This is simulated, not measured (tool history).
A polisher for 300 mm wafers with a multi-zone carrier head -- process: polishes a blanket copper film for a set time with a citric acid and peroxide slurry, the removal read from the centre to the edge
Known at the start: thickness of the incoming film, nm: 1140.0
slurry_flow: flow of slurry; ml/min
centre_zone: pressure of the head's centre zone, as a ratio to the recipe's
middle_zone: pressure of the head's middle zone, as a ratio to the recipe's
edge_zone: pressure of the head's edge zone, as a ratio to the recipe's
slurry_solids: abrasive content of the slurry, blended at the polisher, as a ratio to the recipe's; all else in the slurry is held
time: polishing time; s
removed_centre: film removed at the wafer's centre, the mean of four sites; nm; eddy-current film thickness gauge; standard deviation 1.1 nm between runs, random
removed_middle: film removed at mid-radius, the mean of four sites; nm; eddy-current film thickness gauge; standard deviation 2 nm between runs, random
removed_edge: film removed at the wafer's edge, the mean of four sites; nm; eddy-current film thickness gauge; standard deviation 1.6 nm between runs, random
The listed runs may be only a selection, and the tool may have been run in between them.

{"run": 1, "hour": 0.0, "slurry_flow": 220, "centre_zone": 1, "middle_zone": 1, "edge_zone": 1, "slurry_solids": 1, "time": 39, "removed_centre": 132.68, "removed_middle": 136.49, "removed_edge": 132.29}
{"run": 2, "hour": 1.8, "slurry_flow": 220, "centre_zone": 1, "middle_zone": 1, "edge_zone": 1, "slurry_solids": 1, "time": 48, "removed_centre": 162.95, "removed_middle": 165.46, "removed_edge": 165.19}
{"run": 3, "hour": 7.5, "slurry_flow": 220, "centre_zone": 1, "middle_zone": 1, "edge_zone": 1, "slurry_solids": 1.2, "time": 48, "removed_centre": 170.85, "removed_middle": 173.07, "removed_edge": 172.21}
{"run": 4, "hour": 14.4, "slurry_flow": 215, "centre_zone": 0.98, "middle_zone": 1.01, "edge_zone": 1.02, "slurry_solids": 1.2, "time": 48, "removed_centre": 165.95, "removed_middle": 175.96, "removed_edge": 170.17}
{"run": 5, "hour": 20.8, "slurry_flow": 215, "centre_zone": 1.05, "middle_zone": 1.01, "edge_zone": 1.02, "slurry_solids": 1.2, "time": 48, "removed_centre": 179.58, "removed_middle": 176.77, "removed_edge": 171.51}
{"run": 6, "hour": 24.6, "slurry_flow": 205, "centre_zone": 1.02, "middle_zone": 1.01, "edge_zone": 1.03, "slurry_solids": 1.25, "time": 48, "removed_centre": 172, "removed_middle": 176.33, "removed_edge": 174.5}
{"run": 7, "hour": 26.6, "slurry_flow": 165, "centre_zone": 0.94, "middle_zone": 1.1, "edge_zone": 1.13, "slurry_solids": 1.4, "time": 48, "removed_centre": 154.72, "removed_middle": 187.08, "removed_edge": 181.35}

What does the tool deliver on the next run?
{"run": 8, "hour": 34.3, "slurry_flow": 165, "centre_zone": 0.94, "middle_zone": 1.1, "edge_zone": 1.14, "slurry_solids": 1.4, "time": 48, "removed_centre": "?", "removed_middle": "?", "removed_edge": "?"}

{"run 8": {"removed_centre": 157.62, "removed_middle": 189.63, "removed_edge": 182.41}}

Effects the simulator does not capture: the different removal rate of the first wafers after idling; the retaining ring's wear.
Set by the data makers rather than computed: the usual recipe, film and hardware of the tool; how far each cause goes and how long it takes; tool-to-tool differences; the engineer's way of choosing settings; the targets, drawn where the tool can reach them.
